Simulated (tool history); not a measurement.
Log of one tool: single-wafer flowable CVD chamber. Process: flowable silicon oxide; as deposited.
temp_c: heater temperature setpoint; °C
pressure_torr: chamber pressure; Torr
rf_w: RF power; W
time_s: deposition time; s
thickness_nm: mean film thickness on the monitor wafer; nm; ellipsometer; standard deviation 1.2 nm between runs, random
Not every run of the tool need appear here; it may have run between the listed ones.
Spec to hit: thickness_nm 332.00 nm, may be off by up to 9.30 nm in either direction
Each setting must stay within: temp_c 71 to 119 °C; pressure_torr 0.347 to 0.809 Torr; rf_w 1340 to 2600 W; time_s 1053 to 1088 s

run 1 hour=0.0 | temp_c=95 pressure_torr=0.578 rf_w=1970 time_s=1053 | thickness_nm=573.04
run 2 hour=7.6 | temp_c=85 pressure_torr=0.578 rf_w=1970 time_s=1053 | thickness_nm=818.65
run 3 hour=15.0 | temp_c=85 pressure_torr=0.578 rf_w=1970 time_s=1053 | thickness_nm=818.32
run 4 hour=20.1 | temp_c=88 pressure_torr=0.577 rf_w=1970 time_s=1053 | thickness_nm=734.71
run 5 hour=24.8 | temp_c=90 pressure_torr=0.577 rf_w=1970 time_s=1053 | thickness_nm=694.17
run 6 hour=26.5 | temp_c=92 pressure_torr=0.577 rf_w=1970 time_s=1053 | thickness_nm=639.43
run 7 hour=32.9 | temp_c=94 pressure_torr=0.577 rf_w=1970 time_s=1053 | thickness_nm=595.48
run 8 hour=36.7 | temp_c=96 pressure_torr=0.577 rf_w=1970 time_s=1053 | thickness_nm=549.11
run 9 hour=44.2 | temp_c=98 pressure_torr=0.577 rf_w=1970 time_s=1053 | thickness_nm=512.48
run 10 hour=53.1 | temp_c=99 pressure_torr=0.577 rf_w=1970 time_s=1053 | thickness_nm=491.27
run 11 hour=58.0 | temp_c=100 pressure_torr=0.577 rf_w=1970 time_s=1053 | thickness_nm=475.66
run 12 hour=65.7 | temp_c=101 pressure_torr=0.577 rf_w=1970 time_s=1053 | thickness_nm=457.12
run 13 hour=69.1 | temp_c=112 pressure_torr=0.575 rf_w=1970 time_s=1053 | thickness_nm=302.93
run 14 hour=70.4 | temp_c=112 pressure_torr=0.575 rf_w=1970 time_s=1053 | thickness_nm=300.97

Which of these 5 next moves meets every target?
run A hour=71.7 | temp_c=113 pressure_torr=0.612 rf_w=1890 time_s=1053 | thickness_nm=?
run B hour=71.7 | temp_c=115 pressure_torr=0.563 rf_w=1950 time_s=1088 | thickness_nm=?
run C hour=71.7 | temp_c=111 pressure_torr=0.649 rf_w=2010 time_s=1062 | thickness_nm=?
run D hour=71.7 | temp_c=109 pressure_torr=0.539 rf_w=2000 time_s=1053 | thickness_nm=?
run E hour=71.7 | temp_c=110 pressure_torr=0.577 rf_w=1900 time_s=1070 | thickness_nm=?

move=A thickness_nm=308.27
move=B thickness_nm=275.46
move=C thickness_nm=357.43
move=D thickness_nm=317.48
move=E thickness_nm=329.12
A: closer than the last run, but not yet in spec
B: its largest miss is bigger than the last run's
C: takes the biggest miss from the last run beyond its target
D: closer than the last run, but not yet in spec
E: every result lands within tolerance
So the answer is move E, the one that meets all the targets.

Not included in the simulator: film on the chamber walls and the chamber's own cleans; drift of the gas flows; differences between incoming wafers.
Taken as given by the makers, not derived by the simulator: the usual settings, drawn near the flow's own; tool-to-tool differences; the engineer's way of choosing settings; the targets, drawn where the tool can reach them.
